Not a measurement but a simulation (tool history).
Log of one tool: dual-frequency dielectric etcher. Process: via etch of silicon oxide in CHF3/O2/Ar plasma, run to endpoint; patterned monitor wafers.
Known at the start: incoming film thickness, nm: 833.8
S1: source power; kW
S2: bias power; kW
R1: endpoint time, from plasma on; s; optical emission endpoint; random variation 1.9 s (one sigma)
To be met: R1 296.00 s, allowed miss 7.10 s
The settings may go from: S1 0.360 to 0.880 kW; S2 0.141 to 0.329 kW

{"run": 1, "hour": 0.0, "S1": 0.62, "S2": 0.235, "R1": 372.34}
{"run": 2, "hour": 7.2, "S1": 0.66, "S2": 0.244, "R1": 355.55}
{"run": 3, "hour": 14.0, "S1": 0.66, "S2": 0.208, "R1": 388.6}
{"run": 4, "hour": 21.4, "S1": 0.66, "S2": 0.235, "R1": 364.02}
{"run": 5, "hour": 24.9, "S1": 0.69, "S2": 0.242, "R1": 352.81}
{"run": 6, "hour": 31.0, "S1": 0.69, "S2": 0.284, "R1": 325.06}
{"run": 7, "hour": 36.8, "S1": 0.71, "S2": 0.286, "R1": 317.13}
{"run": 8, "hour": 45.4, "S1": 0.72, "S2": 0.287, "R1": 317.93}
{"run": 9, "hour": 46.1, "S1": 0.74, "S2": 0.289, "R1": 316.66}
{"run": 10, "hour": 53.2, "S1": 0.86, "S2": 0.306, "R1": 286.89}

Which of these 5 next moves meets every target?
{"run": "A", "hour": 60.3, "S1": 0.83, "S2": 0.3, "R1": "?"}
{"run": "B", "hour": 60.3, "S1": 0.76, "S2": 0.289, "R1": "?"}
{"run": "C", "hour": 60.3, "S1": 0.88, "S2": 0.323, "R1": "?"}
{"run": "D", "hour": 60.3, "S1": 0.87, "S2": 0.324, "R1": "?"}
{"run": "E", "hour": 60.3, "S1": 0.86, "S2": 0.324, "R1": "?"}

move=A R1=295.08
move=B R1=310.13
move=C R1=278.71
move=D R1=279.41
move=E R1=280.55
A: meets every target
B: takes the result that was furthest off past its target
C: further off than the last run
D: further off than the last run
E: further off than the last run
Answer: A
